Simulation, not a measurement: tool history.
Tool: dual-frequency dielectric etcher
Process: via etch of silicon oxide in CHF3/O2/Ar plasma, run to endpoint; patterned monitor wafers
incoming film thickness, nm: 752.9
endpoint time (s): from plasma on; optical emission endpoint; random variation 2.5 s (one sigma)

run 1 hour=0.0 | source_power_(kW)=0.510 bias_power_(kW)=0.171 | endpoint_time_(s)=442.03
run 2 hour=5.7 | source_power_(kW)=0.530 bias_power_(kW)=0.175 | endpoint_time_(s)=434.13
run 3 hour=11.2 | source_power_(kW)=0.530 bias_power_(kW)=0.152 | endpoint_time_(s)=461.50
run 4 hour=18.7 | source_power_(kW)=0.480 bias_power_(kW)=0.152 | endpoint_time_(s)=476.23
run 5 hour=24.2 | source_power_(kW)=0.480 bias_power_(kW)=0.133 | endpoint_time_(s)=504.68
run 6 hour=30.9 | source_power_(kW)=0.480 bias_power_(kW)=0.151 | endpoint_time_(s)=482.97

Run 7 comes next. What will it give?
run 7 hour=34.4 | source_power_(kW)=0.510 bias_power_(kW)=0.156 | endpoint_time_(s)=?

Run 7 gave endpoint time (s) 458.91.

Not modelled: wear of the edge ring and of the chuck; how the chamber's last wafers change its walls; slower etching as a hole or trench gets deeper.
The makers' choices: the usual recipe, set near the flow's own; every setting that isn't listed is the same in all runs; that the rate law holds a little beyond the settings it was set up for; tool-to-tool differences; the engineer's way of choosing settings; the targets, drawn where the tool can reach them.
